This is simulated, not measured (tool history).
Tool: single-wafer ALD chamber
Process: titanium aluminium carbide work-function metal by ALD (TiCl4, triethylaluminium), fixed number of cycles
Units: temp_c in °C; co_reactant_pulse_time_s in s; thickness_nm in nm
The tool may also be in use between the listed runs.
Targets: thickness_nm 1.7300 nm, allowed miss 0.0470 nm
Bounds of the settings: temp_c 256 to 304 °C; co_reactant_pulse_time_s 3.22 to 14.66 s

| run | hour | temp_c | co_reactant_pulse_time_s | thickness_nm |
|---|---|---|---|---|
| 1 | 0.0 | 280 | 8.94 | 1.9826 |
| 2 | 5.8 | 276 | 8.20 | 1.9116 |
| 3 | 14.5 | 273 | 7.79 | 1.8650 |
| 4 | 19.9 | 277 | 7.79 | 1.8921 |
| 5 | 21.3 | 274 | 7.39 | 1.8468 |
| 6 | 25.9 | 280 | 7.39 | 1.9013 |
| 7 | 30.5 | 277 | 6.98 | 1.8391 |
| 8 | 31.6 | 275 | 6.73 | 1.8020 |

Which of these 5 next moves meets every target?
| A | 32.7 | 278 | 6.85 | ? |
| B | 32.7 | 275 | 7.99 | ? |
| C | 32.7 | 280 | 7.29 | ? |
| D | 32.7 | 275 | 7.52 | ? |
| E | 32.7 | 269 | 6.84 | ? |

| move | thickness_nm |
|---|---|
| A | 1.8317 |
| B | 1.8872 |
| C | 1.8898 |
| D | 1.8571 |
| E | 1.7436 |
A: further off than the last run
B: further off than the last run
C: further off than the last run
D: further off than the last run
E: meets every target
The right move is E.
